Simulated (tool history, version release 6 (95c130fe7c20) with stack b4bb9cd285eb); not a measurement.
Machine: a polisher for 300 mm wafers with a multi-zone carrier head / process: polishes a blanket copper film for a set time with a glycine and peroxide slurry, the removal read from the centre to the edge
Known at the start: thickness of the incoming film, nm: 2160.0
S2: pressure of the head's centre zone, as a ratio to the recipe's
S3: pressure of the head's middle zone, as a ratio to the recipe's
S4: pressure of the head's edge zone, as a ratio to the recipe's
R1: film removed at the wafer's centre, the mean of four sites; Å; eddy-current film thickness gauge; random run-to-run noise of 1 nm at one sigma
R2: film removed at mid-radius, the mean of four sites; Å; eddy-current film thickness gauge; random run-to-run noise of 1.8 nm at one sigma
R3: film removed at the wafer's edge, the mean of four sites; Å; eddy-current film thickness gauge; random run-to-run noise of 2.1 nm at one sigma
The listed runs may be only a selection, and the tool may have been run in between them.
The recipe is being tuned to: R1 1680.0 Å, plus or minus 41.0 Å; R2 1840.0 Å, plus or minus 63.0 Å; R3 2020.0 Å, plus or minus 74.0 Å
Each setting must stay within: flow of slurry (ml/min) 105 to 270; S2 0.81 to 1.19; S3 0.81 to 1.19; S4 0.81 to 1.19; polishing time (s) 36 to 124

run 1 hour=0.0 | flow_of_slurry_(ml/min)=175 S2=1.00 S3=1.00 S4=1.00 polishing_time_(s)=79 | R1=3566.6 R2=3647.7 R3=3697.2
run 2 hour=4.6 | flow_of_slurry_(ml/min)=175 S2=1.00 S3=0.96 S4=1.00 polishing_time_(s)=79 | R1=3589.8 R2=3469.1 R3=3827.2
run 3 hour=6.8 | flow_of_slurry_(ml/min)=175 S2=1.00 S3=0.96 S4=0.94 polishing_time_(s)=79 | R1=3561.2 R2=3531.7 R3=3630.0
run 4 hour=11.0 | flow_of_slurry_(ml/min)=210 S2=1.00 S3=0.96 S4=0.94 polishing_time_(s)=79 | R1=3704.1 R2=3674.1 R3=3807.6
run 5 hour=18.5 | flow_of_slurry_(ml/min)=185 S2=1.00 S3=0.96 S4=0.94 polishing_time_(s)=79 | R1=3592.1 R2=3505.7 R3=3671.1
-- hour=26.4 slurry nozzle cleaned
run 6 hour=26.4 | flow_of_slurry_(ml/min)=160 S2=1.00 S3=0.96 S4=0.94 polishing_time_(s)=79 | R1=3644.0 R2=3575.3 R3=3668.9
run 7 hour=30.4 | flow_of_slurry_(ml/min)=210 S2=0.90 S3=0.86 S4=0.84 polishing_time_(s)=57 | R1=2461.8 R2=2542.6 R3=2616.2
run 8 hour=32.3 | flow_of_slurry_(ml/min)=205 S2=0.89 S3=0.85 S4=0.84 polishing_time_(s)=55 | R1=2380.6 R2=2397.8 R3=2546.5
run 9 hour=34.5 | flow_of_slurry_(ml/min)=200 S2=0.88 S3=0.85 S4=0.85 polishing_time_(s)=53 | R1=2227.3 R2=2326.9 R3=2439.0
run 10 hour=35.7 | flow_of_slurry_(ml/min)=195 S2=0.87 S3=0.85 S4=0.85 polishing_time_(s)=52 | R1=2151.6 R2=2255.9 R3=2432.8
run 11 hour=38.8 | flow_of_slurry_(ml/min)=155 S2=0.82 S3=0.86 S4=0.81 polishing_time_(s)=37 | R1=1375.9 R2=1554.3 R3=1609.3
run 12 hour=45.2 | flow_of_slurry_(ml/min)=155 S2=0.82 S3=0.86 S4=0.81 polishing_time_(s)=37 | R1=1378.2 R2=1552.0 R3=1633.9
run 13 hour=46.5 | flow_of_slurry_(ml/min)=160 S2=0.82 S3=0.86 S4=0.82 polishing_time_(s)=37 | R1=1392.4 R2=1577.2 R3=1639.8
run 14 hour=51.6 | flow_of_slurry_(ml/min)=165 S2=0.82 S3=0.86 S4=0.83 polishing_time_(s)=37 | R1=1397.5 R2=1561.9 R3=1634.2
run 15 hour=52.9 | flow_of_slurry_(ml/min)=170 S2=0.82 S3=0.86 S4=0.84 polishing_time_(s)=38 | R1=1445.4 R2=1610.7 R3=1706.8
run 16 hour=53.7 | flow_of_slurry_(ml/min)=175 S2=0.82 S3=0.86 S4=0.85 polishing_time_(s)=38 | R1=1446.1 R2=1634.7 R3=1709.5

Exactly one of the 5 candidate moves below puts every result within its allowed miss. Which one?
run A hour=54.5 | flow_of_slurry_(ml/min)=180 S2=0.81 S3=0.88 S4=0.94 polishing_time_(s)=46 | R1=? R2=? R3=?
run B hour=54.5 | flow_of_slurry_(ml/min)=135 S2=0.81 S3=0.81 S4=0.82 polishing_time_(s)=47 | R1=? R2=? R3=?
run C hour=54.5 | flow_of_slurry_(ml/min)=225 S2=0.86 S3=1.08 S4=0.81 polishing_time_(s)=37 | R1=? R2=? R3=?
run D hour=54.5 | flow_of_slurry_(ml/min)=135 S2=0.82 S3=0.81 S4=0.98 polishing_time_(s)=43 | R1=? R2=? R3=?
run E hour=54.5 | flow_of_slurry_(ml/min)=120 S2=0.81 S3=0.81 S4=0.96 polishing_time_(s)=50 | R1=? R2=? R3=?

move=A R1=1743.2 R2=2003.7 R3=2163.1
move=B R1=1664.5 R2=1827.3 R3=1991.5
move=C R1=1549.5 R2=1918.6 R3=1665.0
move=D R1=1541.9 R2=1671.3 R3=1977.1
move=E R1=1709.3 R2=1884.0 R3=2227.5
A: takes the result that was furthest off past its target
B: hits every target within its allowed miss
C: closes in on the targets versus the last run, not all within tolerance yet
D: closes in on the targets versus the last run, not all within tolerance yet
E: the furthest-off result lands on target, but another misses its tolerance
The move that meets every target is B.
